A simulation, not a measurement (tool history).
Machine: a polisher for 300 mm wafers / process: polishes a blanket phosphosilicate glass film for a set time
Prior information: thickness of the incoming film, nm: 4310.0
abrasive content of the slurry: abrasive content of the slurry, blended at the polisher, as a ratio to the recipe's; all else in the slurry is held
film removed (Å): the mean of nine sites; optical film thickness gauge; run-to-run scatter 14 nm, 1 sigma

run,day,flow of slurry (ml/min),pressure of the wafer on the pad (kPa),speed of the pad under the wafer (cm/s),abrasive content of the slurry,polishing time (s),film removed (Å)
1,0,225,26.9,88,1,69,7196.2
2,0.308,225,28.3,88,1,69,7474.1
3,0.446,225,28.3,88,1.1,69,8003.2
4,0.546,225,29.6,88,1.1,69,8195.1
5,0.762,225,26.2,88,1.1,69,7294.1
6,0.9,225,26.2,88,1.25,69,7790.5

Run 7 comes next. What will it give?
7,1.062,225,27.6,88,1.25,69,?

Run 7 measured film removed (Å) 8100.2.

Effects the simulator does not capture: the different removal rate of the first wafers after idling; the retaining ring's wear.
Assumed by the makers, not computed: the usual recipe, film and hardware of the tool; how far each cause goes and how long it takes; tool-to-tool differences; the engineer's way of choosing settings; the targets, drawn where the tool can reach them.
